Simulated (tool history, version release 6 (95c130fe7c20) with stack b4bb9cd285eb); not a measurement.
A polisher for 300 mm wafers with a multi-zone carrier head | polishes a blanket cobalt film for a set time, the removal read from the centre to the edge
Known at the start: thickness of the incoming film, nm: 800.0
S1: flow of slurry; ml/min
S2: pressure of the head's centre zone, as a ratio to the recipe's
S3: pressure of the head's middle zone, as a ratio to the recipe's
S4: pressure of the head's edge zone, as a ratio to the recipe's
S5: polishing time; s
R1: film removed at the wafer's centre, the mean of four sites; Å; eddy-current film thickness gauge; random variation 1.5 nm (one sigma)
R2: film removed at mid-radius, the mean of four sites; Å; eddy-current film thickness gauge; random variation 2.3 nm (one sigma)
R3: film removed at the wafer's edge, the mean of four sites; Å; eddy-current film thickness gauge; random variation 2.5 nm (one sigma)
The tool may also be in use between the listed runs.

run    day   S1    S2    S3    S4  S5      R1      R2      R3
  1  0.000  275  1.00  1.00  1.00  40  3303.1  3361.5  3307.6
  2  0.104  270  0.96  0.98  0.97  35  2735.5  2918.1  2889.3
  3  0.288  230  0.96  0.98  0.97  35  2712.8  2841.7  2792.2
  4  0.429  215  0.94  0.96  0.94  32  2404.7  2492.8  2546.1
  5  0.788  215  0.94  0.96  0.94  39  2961.7  3086.8  3069.7
  6  0.833  205  0.93  0.96  0.92  35  2577.3  2728.8  2753.4
  7  0.921  250  0.92  0.99  0.83  24  1787.6  1962.7  1788.9

The next listed run, before its measurement:
  8  0.979  245  0.91  0.98  0.85  24   ?   ?   ?

Run 8 gave R1 1803.0 Å, R2 1898.8 Å, R3 1834.4 Å.
